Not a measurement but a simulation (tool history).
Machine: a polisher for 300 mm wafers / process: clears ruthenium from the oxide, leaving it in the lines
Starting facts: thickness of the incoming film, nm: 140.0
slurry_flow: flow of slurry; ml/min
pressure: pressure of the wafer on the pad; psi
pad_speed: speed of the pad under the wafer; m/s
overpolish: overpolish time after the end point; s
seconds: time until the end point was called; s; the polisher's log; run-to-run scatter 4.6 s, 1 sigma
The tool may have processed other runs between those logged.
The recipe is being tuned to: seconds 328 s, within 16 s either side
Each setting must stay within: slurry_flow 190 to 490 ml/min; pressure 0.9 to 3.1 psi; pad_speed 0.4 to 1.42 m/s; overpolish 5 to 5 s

Run 1, day 0: slurry_flow 315 ml/min, pressure 2 psi, pad_speed 0.9 m/s, overpolish 5 s. Result: seconds 180.23 s.
Run 2, day 0.192: slurry_flow 315 ml/min, pressure 1.8 psi, pad_speed 0.9 m/s, overpolish 5 s. Result: seconds 197.82 s.
Run 3, day 0.346: slurry_flow 250 ml/min, pressure 1.8 psi, pad_speed 0.9 m/s, overpolish 5 s. Result: seconds 201.03 s.
Run 4, day 0.417: slurry_flow 250 ml/min, pressure 1.7 psi, pad_speed 0.9 m/s, overpolish 5 s. Result: seconds 214.72 s.
Run 5, day 0.446: slurry_flow 250 ml/min, pressure 1.6 psi, pad_speed 0.9 m/s, overpolish 5 s. Result: seconds 221.67 s.
Run 6, day 0.654: slurry_flow 250 ml/min, pressure 1.5 psi, pad_speed 0.9 m/s, overpolish 5 s. Result: seconds 239.67 s.
Run 7, day 0.971: slurry_flow 250 ml/min, pressure 1.4 psi, pad_speed 0.9 m/s, overpolish 5 s. Result: seconds 258.35 s.
Run 8, day 1.304: slurry_flow 250 ml/min, pressure 1.2 psi, pad_speed 0.9 m/s, overpolish 5 s. Result: seconds 297.56 s.
Run 9, day 1.658: slurry_flow 250 ml/min, pressure 1 psi, pad_speed 0.9 m/s, overpolish 5 s. Result: seconds 353.19 s.

Which one of the following 4 next-run settings gets every result inside its allowed miss? There is exactly one.
Run A, day 2.012: slurry_flow 285 ml/min, pressure 1.2 psi, pad_speed 0.72 m/s, overpolish 5 s. Result: seconds ?.
Run B, day 2.012: slurry_flow 260 ml/min, pressure 1.2 psi, pad_speed 0.72 m/s, overpolish 5 s. Result: seconds ?.
Run C, day 2.012: slurry_flow 190 ml/min, pressure 1.3 psi, pad_speed 0.76 m/s, overpolish 5 s. Result: seconds ?.
Run D, day 2.012: slurry_flow 190 ml/min, pressure 1.1 psi, pad_speed 0.74 m/s, overpolish 5 s. Result: seconds ?.

move  seconds
   A   360.31
   B   362.68
   C   326.87
   D   393.12
A: lands further from the targets than the last run did
B: lands further from the targets than the last run did
C: all results in spec
D: lands further from the targets than the last run did
Correct choice: C, which meets every target
